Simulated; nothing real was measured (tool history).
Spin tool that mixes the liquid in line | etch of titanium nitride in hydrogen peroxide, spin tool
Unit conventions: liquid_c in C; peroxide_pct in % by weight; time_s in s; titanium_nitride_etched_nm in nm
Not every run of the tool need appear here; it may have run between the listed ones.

run	hour	liquid_c	peroxide_pct	time_s	titanium_nitride_etched_nm
1	0	52	25	60	5.681
2	2.7	49.5	25	60	4.7698
3	5.5	49.5	28.5	60	4.9177
4	11.6	47	28.5	60	4.111
5	13.2	45	28.5	60	3.5493
6	15.3	45	28.5	60	3.4947
7	22.7	44	28.5	60	3.239
8	24.8	43	28.5	60	3.0207

Run 9 is up next; what results do you expect?
9	27.6	42.5	28.5	60	?

{"run 9": {"titanium_nitride_etched_nm": 2.9083}}

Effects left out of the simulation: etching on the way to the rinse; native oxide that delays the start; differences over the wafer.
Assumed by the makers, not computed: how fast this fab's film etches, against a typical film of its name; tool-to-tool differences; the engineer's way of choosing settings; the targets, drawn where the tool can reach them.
